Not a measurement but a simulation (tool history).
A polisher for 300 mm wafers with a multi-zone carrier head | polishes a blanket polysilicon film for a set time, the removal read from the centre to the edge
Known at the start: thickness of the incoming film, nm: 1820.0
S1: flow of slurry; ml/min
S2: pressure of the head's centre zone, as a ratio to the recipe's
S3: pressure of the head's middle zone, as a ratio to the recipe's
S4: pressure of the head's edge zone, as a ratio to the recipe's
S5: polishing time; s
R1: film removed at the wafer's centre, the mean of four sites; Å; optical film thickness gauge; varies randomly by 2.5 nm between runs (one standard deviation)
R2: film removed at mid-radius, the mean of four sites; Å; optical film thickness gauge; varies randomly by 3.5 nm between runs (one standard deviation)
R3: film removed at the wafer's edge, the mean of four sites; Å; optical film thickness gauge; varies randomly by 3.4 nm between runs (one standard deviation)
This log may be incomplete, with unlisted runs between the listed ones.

| run | hour | S1 | S2 | S3 | S4 | S5 | R1 | R2 | R3 |
|---|---|---|---|---|---|---|---|---|---|
| 1 | 0 | 235 | 1 | 1 | 1 | 36 | 4342.5 | 4368.4 | 4262.1 |
| 2 | 5 | 235 | 1 | 1.08 | 1 | 36 | 4384.2 | 4512.6 | 4305.5 |
| 3 | 12.3 | 235 | 1 | 1.08 | 0.92 | 36 | 4301.6 | 4521.2 | 4101.3 |
| 4 | 16 | 220 | 0.95 | 1.02 | 0.91 | 35 | 3999.3 | 4166.8 | 3977.7 |
| 5 | 18 | 220 | 0.95 | 1.02 | 0.96 | 35 | 3971.2 | 4245.2 | 4064.6 |
| 6 | 24.7 | 220 | 0.95 | 1.02 | 1 | 35 | 3963.9 | 4190.4 | 4124.8 |

Expected results for the next run?
| 7 | 29.7 | 210 | 0.91 | 1 | 0.97 | 34 | ? | ? | ? |

{"run 7": {"R1": 3700.3, "R2": 4010.3, "R3": 3955.9}}
